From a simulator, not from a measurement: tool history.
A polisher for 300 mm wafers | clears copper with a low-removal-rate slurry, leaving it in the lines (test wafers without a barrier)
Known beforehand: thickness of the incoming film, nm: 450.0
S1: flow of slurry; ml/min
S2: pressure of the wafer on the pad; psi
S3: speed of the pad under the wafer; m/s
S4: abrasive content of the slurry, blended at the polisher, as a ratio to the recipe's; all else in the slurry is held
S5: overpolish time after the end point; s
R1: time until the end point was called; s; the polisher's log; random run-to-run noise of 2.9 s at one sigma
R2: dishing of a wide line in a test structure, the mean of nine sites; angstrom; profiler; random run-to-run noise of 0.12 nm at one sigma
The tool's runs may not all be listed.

run 1 hour=0 | S1=120 S2=2.6 S3=1.2 S4=1 S5=17 | R1=141.68 R2=220.16
run 2 hour=5.2 | S1=125 S2=2.2 S3=1.24 S4=1.05 S5=13 | R1=165.01 R2=185.77
run 3 hour=13 | S1=110 S2=1.9 S3=1.38 S4=0.9 S5=11 | R1=179.32 R2=159.69
run 4 hour=15 | S1=100 S2=1.7 S3=1.54 S4=0.8 S5=9 | R1=187.62 R2=132.78
run 5 hour=16.2 | S1=100 S2=2 S3=1.54 S4=0.8 S5=9 | R1=154.47 R2=148.32
run 6 hour=24.1 | S1=100 S2=2 S3=1.7 S4=0.8 S5=9 | R1=142.72 R2=159.14
run 7 hour=25.6 | S1=90 S2=1.9 S3=1.72 S4=0.7 S5=8 | R1=160.07 R2=137.74
run 8 hour=29.3 | S1=70 S2=1.7 S3=1.88 S4=0.5 S5=5 | R1=176.89 R2=87.368
run 9 hour=35 | S1=70 S2=1.7 S3=1.88 S4=0.5 S5=5 | R1=173.47 R2=85.64
run 10 hour=37.2 | S1=80 S2=1.7 S3=1.86 S4=0.55 S5=5 | R1=174.47 R2=89.569
run 11 hour=42.4 | S1=80 S2=1.8 S3=1.8 S4=0.6 S5=5 | R1=170.12 R2=94.369
run 12 hour=47.6 | S1=85 S2=1.8 S3=1.78 S4=0.65 S5=5 | R1=162.72 R2=92.697
run 13 hour=56.2 | S1=90 S2=1.8 S3=1.74 S4=0.65 S5=5 | R1=168.85 R2=94.846
run 14 hour=59.9 | S1=90 S2=1.8 S3=1.74 S4=0.7 S5=5 | R1=165.8 R2=96.969
run 15 hour=66.5 | S1=90 S2=1.8 S3=1.74 S4=0.7 S5=5 | R1=164.31 R2=94.687
run 16 hour=69.4 | S1=90 S2=1.8 S3=1.74 S4=0.7 S5=5 | R1=165.37 R2=92.562
run 17 hour=75.9 | S1=95 S2=1.8 S3=1.72 S4=0.7 S5=5 | R1=162.91 R2=93.997

Estimate the outcome of run 18 from the log above:
run 18 hour=80 | S1=90 S2=1.8 S3=1.7 S4=0.7 S5=5 | R1=? R2=?

{"run 18": {"R1": 166.22, "R2": 93.545}}
